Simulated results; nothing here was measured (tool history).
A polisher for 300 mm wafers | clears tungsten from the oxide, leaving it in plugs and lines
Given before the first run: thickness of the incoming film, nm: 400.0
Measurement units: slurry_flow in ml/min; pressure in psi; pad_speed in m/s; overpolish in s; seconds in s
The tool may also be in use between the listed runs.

run,hour,slurry_flow,pressure,pad_speed,slurry_solids,overpolish,seconds
1,0.0,200,4.5,1.20,1.0,9,52.987
2,5.7,200,5.1,1.20,1.0,9,46.949
3,14.2,180,5.1,1.20,1.0,9,47.927
4,20.9,165,5.1,1.20,1.0,9,48.387
5,21.6,165,5.1,0.98,1.0,9,57.687
6,22.7,175,5.8,1.00,1.0,9,49.644
7,26.5,180,6.2,1.04,1.0,9,44.835
8,28.4,180,6.5,1.08,1.0,9,42.174
9,30.4,185,6.7,1.12,1.0,9,39.943
10,31.5,185,6.8,1.16,1.0,9,37.393

Run 11 has not been measured yet. What should we expect?
11,34.6,185,6.9,1.16,1.0,9,?

Run 11 gave seconds 36.754 s.

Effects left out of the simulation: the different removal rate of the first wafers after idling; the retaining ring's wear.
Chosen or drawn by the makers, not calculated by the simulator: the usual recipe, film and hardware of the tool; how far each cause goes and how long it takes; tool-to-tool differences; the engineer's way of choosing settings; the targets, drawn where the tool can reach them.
